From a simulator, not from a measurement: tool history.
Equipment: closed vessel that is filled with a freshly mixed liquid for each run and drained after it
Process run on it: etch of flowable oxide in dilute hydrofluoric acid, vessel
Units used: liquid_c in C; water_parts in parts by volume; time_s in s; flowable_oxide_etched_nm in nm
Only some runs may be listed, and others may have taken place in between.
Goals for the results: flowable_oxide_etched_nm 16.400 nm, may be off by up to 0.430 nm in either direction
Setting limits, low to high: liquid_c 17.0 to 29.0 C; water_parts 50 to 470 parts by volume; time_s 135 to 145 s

Run 1, hour 0.0: liquid_c 21.0 C, water_parts 260 parts by volume, time_s 135 s. Result: flowable_oxide_etched_nm 13.104 nm.
Run 2, hour 8.4: liquid_c 22.5 C, water_parts 260 parts by volume, time_s 135 s. Result: flowable_oxide_etched_nm 13.900 nm.
Run 3, hour 10.5: liquid_c 22.5 C, water_parts 170 parts by volume, time_s 135 s. Result: flowable_oxide_etched_nm 22.805 nm.
Run 4, hour 13.8: liquid_c 21.0 C, water_parts 175 parts by volume, time_s 135 s. Result: flowable_oxide_etched_nm 20.983 nm.
Run 5, hour 22.7: liquid_c 21.0 C, water_parts 175 parts by volume, time_s 135 s. Result: flowable_oxide_etched_nm 21.097 nm.
Run 6, hour 28.8: liquid_c 20.0 C, water_parts 180 parts by volume, time_s 135 s. Result: flowable_oxide_etched_nm 19.349 nm.
Run 7, hour 32.5: liquid_c 19.0 C, water_parts 180 parts by volume, time_s 135 s. Result: flowable_oxide_etched_nm 18.912 nm.
Run 8, hour 36.5: liquid_c 18.5 C, water_parts 185 parts by volume, time_s 135 s. Result: flowable_oxide_etched_nm 17.802 nm.
Run 9, hour 45.5: liquid_c 18.0 C, water_parts 185 parts by volume, time_s 135 s. Result: flowable_oxide_etched_nm 17.665 nm.
Run 10, hour 50.8: liquid_c 17.5 C, water_parts 185 parts by volume, time_s 135 s. Result: flowable_oxide_etched_nm 17.292 nm.

Which of these 5 next moves meets every target?
Run A, hour 56.1: liquid_c 17.0 C, water_parts 190 parts by volume, time_s 135 s. Result: flowable_oxide_etched_nm ?.
Run B, hour 56.1: liquid_c 18.0 C, water_parts 185 parts by volume, time_s 135 s. Result: flowable_oxide_etched_nm ?.
Run C, hour 56.1: liquid_c 20.0 C, water_parts 200 parts by volume, time_s 135 s. Result: flowable_oxide_etched_nm ?.
Run D, hour 56.1: liquid_c 18.0 C, water_parts 190 parts by volume, time_s 145 s. Result: flowable_oxide_etched_nm ?.
Run E, hour 56.1: liquid_c 17.0 C, water_parts 180 parts by volume, time_s 135 s. Result: flowable_oxide_etched_nm ?.

move  flowable_oxide_etched_nm
   A                    16.373
   B                    17.583
   C                    17.373
   D                    18.309
   E                    17.429
A: every result within its allowed miss
B: further off than the last run
C: further off than the last run
D: further off than the last run
E: further off than the last run
The right move is A.
